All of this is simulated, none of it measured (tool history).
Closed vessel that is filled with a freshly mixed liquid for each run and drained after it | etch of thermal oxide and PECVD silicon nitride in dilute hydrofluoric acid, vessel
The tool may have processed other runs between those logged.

| run | hour | temperature setpoint of the liquid (K) | parts of water to one part of 49 % hydrofluoric acid (parts by volume) | time in the liquid (s) | thickness taken off the thermal oxide on a monitor wafer (Å) | thickness taken off the PECVD silicon nitride on a monitor wafer (Å) |
|---|---|---|---|---|---|---|
| 1 | 0 | 298.15 | 85 | 645 | 381.56 | 193.7 |
| 2 | 7.7 | 298.15 | 75 | 630 | 429.36 | 212.33 |
| 3 | 12.4 | 298.15 | 65 | 615 | 488.78 | 241.86 |
| 4 | 19.6 | 297.65 | 60 | 610 | 519.19 | 244.59 |
| 5 | 25 | 297.65 | 80 | 610 | 378.82 | 184.66 |
| 6 | 28.5 | 297.65 | 70 | 595 | 427.62 | 204.64 |
| 7 | 35.8 | 297.65 | 65 | 580 | 450.65 | 217.79 |
| 8 | 39.6 | 297.65 | 60 | 575 | 488.83 | 234.46 |
| 9 | 47.8 | 297.15 | 35 | 535 | 780.19 | 351.74 |
| 10 | 54 | 297.15 | 40 | 540 | 699.92 | 315.14 |
| 11 | 58.9 | 297.15 | 45 | 545 | 615.85 | 282.77 |
| 12 | 67.1 | 297.15 | 45 | 540 | 607.54 | 286.2 |
| 13 | 72.5 | 296.65 | 40 | 540 | 677.91 | 303.16 |
| 14 | 75.6 | 296.65 | 45 | 540 | 597.95 | 270.24 |
| 15 | 81 | 297.15 | 45 | 540 | 605.8 | 280.58 |
| 16 | 88.6 | 296.65 | 40 | 540 | 670.58 | 302.63 |

What will run 17 give?
| 17 | 95.9 | 296.65 | 45 | 545 | ? | ? |

{"run 17": {"thickness taken off the thermal oxide on a monitor wafer (Å)": 611.71, "thickness taken off the PECVD silicon nitride on a monitor wafer (Å)": 272.32}}
